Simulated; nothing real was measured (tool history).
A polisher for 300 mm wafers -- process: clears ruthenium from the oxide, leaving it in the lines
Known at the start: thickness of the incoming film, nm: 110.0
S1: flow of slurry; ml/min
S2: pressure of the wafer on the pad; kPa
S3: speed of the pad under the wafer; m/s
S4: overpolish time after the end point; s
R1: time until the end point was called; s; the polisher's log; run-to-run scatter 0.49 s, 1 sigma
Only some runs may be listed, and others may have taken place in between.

| run | hour | S1 | S2 | S3 | S4 | R1 |
|---|---|---|---|---|---|---|
| 1 | 0.0 | 235 | 16.5 | 0.78 | 8 | 97.012 |
| 2 | 8.3 | 235 | 17.9 | 0.78 | 8 | 89.838 |
| 3 | 10.4 | 280 | 17.9 | 0.78 | 8 | 87.730 |
| 4 | 11.9 | 280 | 17.9 | 0.78 | 8 | 88.621 |
| 5 | 18.8 | 280 | 17.9 | 0.88 | 8 | 79.226 |
| 6 | 24.0 | 280 | 14.5 | 0.88 | 8 | 96.712 |
| 7 | 26.2 | 280 | 14.5 | 0.88 | 8 | 96.876 |
| 8 | 30.9 | 280 | 15.9 | 0.88 | 8 | 88.829 |
| 9 | 37.3 | 280 | 17.2 | 0.88 | 8 | 82.787 |
| 10 | 40.7 | 280 | 18.6 | 0.88 | 8 | 75.318 |

Forecast run 11:
| 11 | 41.8 | 280 | 19.3 | 0.88 | 8 | ? |

R1: 71.868 s
